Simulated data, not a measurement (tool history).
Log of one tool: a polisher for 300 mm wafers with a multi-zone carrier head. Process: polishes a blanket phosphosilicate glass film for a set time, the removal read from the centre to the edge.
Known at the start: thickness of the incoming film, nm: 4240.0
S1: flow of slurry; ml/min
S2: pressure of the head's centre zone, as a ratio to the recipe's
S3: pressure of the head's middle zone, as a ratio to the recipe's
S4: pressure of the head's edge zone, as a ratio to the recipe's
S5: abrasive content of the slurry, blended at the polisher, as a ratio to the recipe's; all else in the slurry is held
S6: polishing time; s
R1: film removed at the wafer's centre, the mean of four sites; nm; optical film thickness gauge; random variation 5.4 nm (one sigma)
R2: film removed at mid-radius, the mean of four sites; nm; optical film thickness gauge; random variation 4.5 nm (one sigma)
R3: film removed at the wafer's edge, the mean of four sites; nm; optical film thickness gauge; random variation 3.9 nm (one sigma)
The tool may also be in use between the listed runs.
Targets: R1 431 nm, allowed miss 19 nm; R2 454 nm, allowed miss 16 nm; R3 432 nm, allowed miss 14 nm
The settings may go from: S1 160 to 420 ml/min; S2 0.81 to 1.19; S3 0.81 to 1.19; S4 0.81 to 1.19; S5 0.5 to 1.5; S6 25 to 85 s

run	hour	S1	S2	S3	S4	S5	S6	R1	R2	R3
1	0	270	1	1	1	1	55	526	517.64	527.32
2	6.8	270	0.99	1	0.98	0.95	55	503.16	515.03	505.8
3	10.7	270	0.99	1	0.95	0.95	55	507.19	506.95	502.69
4	12.7	270	0.98	1	0.94	0.9	55	491.36	496.7	489.69
5	19.7	265	0.97	1	0.93	0.85	55	465.01	484.78	464.5
6	24.6	260	0.97	0.99	0.92	0.85	55	454.43	476.47	466.97
7	32.2	255	0.97	0.99	0.91	0.85	55	462.87	479.07	463.24
8	33.2	250	0.97	0.99	0.9	0.85	55	463.67	478.48	459.8
9	35.3	245	0.96	0.99	0.89	0.85	55	458.96	472.84	453.31

4 next moves are on the table. One of them brings every result within its allowed miss. Which?
A	37.4	235	0.98	1.1	0.81	0.7	60	?	?	?
B	37.4	170	0.89	0.97	0.95	1	52	?	?	?
C	37.4	295	0.92	0.97	0.84	0.75	56	?	?	?
D	37.4	260	1	1.05	0.84	1	49	?	?	?

move	R1	R2	R3
A	457.36	488.89	431.32
B	407.2	448.52	463.6
C	426.8	451.08	432.91
D	460.53	468.7	430.93
A: brings the result that was furthest off to its target, and leaves another outside
B: further off than the last run
C: meets every target
D: brings the result that was furthest off to its target, and leaves another outside
Move C is the one to make.
